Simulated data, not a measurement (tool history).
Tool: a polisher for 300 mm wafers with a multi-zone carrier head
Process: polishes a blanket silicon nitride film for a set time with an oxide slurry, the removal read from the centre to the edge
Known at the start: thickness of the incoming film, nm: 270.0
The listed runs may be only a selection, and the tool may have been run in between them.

| run | hour | flow of slurry (ml/min) | pressure of the head's centre zone | pressure of the head's middle zone | pressure of the head's edge zone | abrasive content of the slurry | polishing time (s) | film removed at the wafer's centre (angstrom) | film removed at mid-radius (angstrom) | film removed at the wafer's edge (angstrom) |
|---|---|---|---|---|---|---|---|---|---|---|
| 1 | 0.0 | 240 | 1.00 | 1.00 | 1.00 | 1.00 | 67 | 467.71 | 476.50 | 471.36 |
| 2 | 4.2 | 240 | 1.00 | 1.00 | 0.95 | 1.00 | 67 | 474.46 | 468.94 | 453.90 |
| 3 | 11.3 | 195 | 1.00 | 1.00 | 0.95 | 1.00 | 67 | 458.88 | 453.51 | 454.43 |
| 4 | 20.3 | 195 | 0.96 | 1.00 | 0.95 | 1.00 | 67 | 445.48 | 446.06 | 448.93 |
| 5 | 28.3 | 195 | 0.96 | 1.00 | 1.01 | 1.00 | 67 | 444.48 | 450.23 | 464.30 |
| 6 | 34.4 | 195 | 0.96 | 1.00 | 0.93 | 1.00 | 67 | 438.09 | 452.15 | 446.23 |
| 7 | 37.7 | 200 | 0.96 | 0.98 | 0.92 | 0.95 | 64 | 405.87 | 410.43 | 406.87 |
| 8 | 45.9 | 200 | 0.96 | 0.96 | 0.91 | 0.90 | 63 | 386.97 | 387.84 | 388.62 |
| 9 | 50.3 | 200 | 0.96 | 0.94 | 0.90 | 0.85 | 62 | 358.31 | 353.33 | 360.19 |
| 10 | 56.5 | 205 | 0.96 | 0.92 | 0.89 | 0.80 | 61 | 332.28 | 329.14 | 332.19 |

Run 11 is up next; what results do you expect?
| 11 | 57.4 | 205 | 0.96 | 0.91 | 0.88 | 0.75 | 61 | ? | ? | ? |

Run 11 measured film removed at the wafer's centre (angstrom) 320.43, film removed at mid-radius (angstrom) 297.53, film removed at the wafer's edge (angstrom) 315.51.

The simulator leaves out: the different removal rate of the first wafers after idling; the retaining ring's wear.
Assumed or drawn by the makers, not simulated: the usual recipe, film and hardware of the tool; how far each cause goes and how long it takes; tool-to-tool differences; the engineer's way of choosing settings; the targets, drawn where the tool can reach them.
